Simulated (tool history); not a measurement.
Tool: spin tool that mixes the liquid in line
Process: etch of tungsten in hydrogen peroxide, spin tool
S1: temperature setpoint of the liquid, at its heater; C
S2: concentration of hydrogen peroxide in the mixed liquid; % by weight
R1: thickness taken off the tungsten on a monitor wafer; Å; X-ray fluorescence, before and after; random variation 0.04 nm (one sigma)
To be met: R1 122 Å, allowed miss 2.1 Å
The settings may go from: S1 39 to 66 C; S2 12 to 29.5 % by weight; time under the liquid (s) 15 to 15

{"run": 1, "hour": 0.0, "S1": 55, "S2": 20, "time under the liquid (s)": 15, "R1": 203.54}
{"run": 2, "hour": 1.3, "S1": 55, "S2": 22, "time under the liquid (s)": 15, "R1": 212.92}
{"run": 3, "hour": 6.8, "S1": 55, "S2": 22, "time under the liquid (s)": 15, "R1": 213.04}
{"run": 4, "hour": 9.1, "S1": 55, "S2": 22, "time under the liquid (s)": 15, "R1": 212.71}
{"run": 5, "hour": 10.4, "S1": 53, "S2": 22, "time under the liquid (s)": 15, "R1": 188.88}
{"run": 6, "hour": 19.2, "S1": 51.5, "S2": 22, "time under the liquid (s)": 15, "R1": 172.13}
{"run": 7, "hour": 26.5, "S1": 50, "S2": 22, "time under the liquid (s)": 15, "R1": 156.74}
{"run": 8, "hour": 31.5, "S1": 49, "S2": 22, "time under the liquid (s)": 15, "R1": 145.85}
{"run": 9, "hour": 37.9, "S1": 48.5, "S2": 22, "time under the liquid (s)": 15, "R1": 143.07}
{"run": 10, "hour": 41.6, "S1": 45, "S2": 22, "time under the liquid (s)": 15, "R1": 113.57}
{"run": 11, "hour": 42.2, "S1": 45.5, "S2": 22, "time under the liquid (s)": 15, "R1": 117.28}

4 next moves are on the table. One of them brings every result within its allowed miss. Which?
{"run": "A", "hour": 42.8, "S1": 46, "S2": 20, "time under the liquid (s)": 15, "R1": "?"}
{"run": "B", "hour": 42.8, "S1": 45, "S2": 21.5, "time under the liquid (s)": 15, "R1": "?"}
{"run": "C", "hour": 42.8, "S1": 48, "S2": 17, "time under the liquid (s)": 15, "R1": "?"}
{"run": "D", "hour": 42.8, "S1": 45.5, "S2": 21.5, "time under the liquid (s)": 15, "R1": "?"}

move=A R1=116.38
move=B R1=113.17
move=C R1=121.83
move=D R1=116.87
A: further off than the last run
B: further off than the last run
C: meets every target
D: further off than the last run
Answer: C
